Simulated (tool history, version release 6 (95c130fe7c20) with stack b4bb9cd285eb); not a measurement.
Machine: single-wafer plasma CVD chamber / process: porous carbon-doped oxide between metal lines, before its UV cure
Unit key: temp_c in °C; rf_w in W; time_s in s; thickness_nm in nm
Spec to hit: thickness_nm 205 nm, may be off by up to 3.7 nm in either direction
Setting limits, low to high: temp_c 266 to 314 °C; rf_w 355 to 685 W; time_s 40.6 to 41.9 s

run	hour	temp_c	rf_w	time_s	thickness_nm
1	0	290	520	40.6	224.22
2	0.8	290	520	40.6	228.61
3	8.2	290	520	40.6	224.53
4	14.2	282	520	40.6	237.04
5	21.2	284	520	40.6	232.42
6	27.7	273	520	40.6	246.99
7	36	276	515	40.6	245.43
8	39.1	279	510	40.6	237.81
9	45.9	281	510	40.6	235.61
10	51.8	283	510	40.6	234.6
11	56.2	285	505	40.6	229.29
12	58.9	297	490	40.6	210.46

Which single option among these 4 for the next run brings every result within its allowed miss of target? Just one does.
A	61.6	296	465	41.9	?
B	61.6	293	495	40.6	?
C	61.6	303	485	41.2	?
D	61.6	297	485	41.7	?

move	thickness_nm
A	210.91
B	216.6
C	205.96
D	214.82
A: misses by more than the last run did
B: misses by more than the last run did
C: in spec on every target
D: misses by more than the last run did
Answer: C
